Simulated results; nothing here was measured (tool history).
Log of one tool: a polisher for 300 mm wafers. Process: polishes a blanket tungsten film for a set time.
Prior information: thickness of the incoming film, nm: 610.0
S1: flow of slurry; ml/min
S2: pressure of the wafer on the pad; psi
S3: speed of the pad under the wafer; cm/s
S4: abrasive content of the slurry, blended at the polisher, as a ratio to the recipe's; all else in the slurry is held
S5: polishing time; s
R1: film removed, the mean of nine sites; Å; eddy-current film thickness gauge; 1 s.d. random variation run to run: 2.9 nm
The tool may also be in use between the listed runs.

run  hour   S1   S2  S3  S4   S5      R1
  1     0  245  2.6  88   1   95  3082.1
  2   1.6  245  2.6  88   1  100  3215.1
  3  10.2  245  2.5  88   1  100  3108.2
  4  15.3  245  2.4  88   1  100  3033.4
  5  22.9  245  2.3  88   1  100  2887.5
  6    27  245  2.2  88   1  100  2820.5

Forecast run 7:
  7    29  245  2.1  88   1  100   ?

R1: 2618 Å

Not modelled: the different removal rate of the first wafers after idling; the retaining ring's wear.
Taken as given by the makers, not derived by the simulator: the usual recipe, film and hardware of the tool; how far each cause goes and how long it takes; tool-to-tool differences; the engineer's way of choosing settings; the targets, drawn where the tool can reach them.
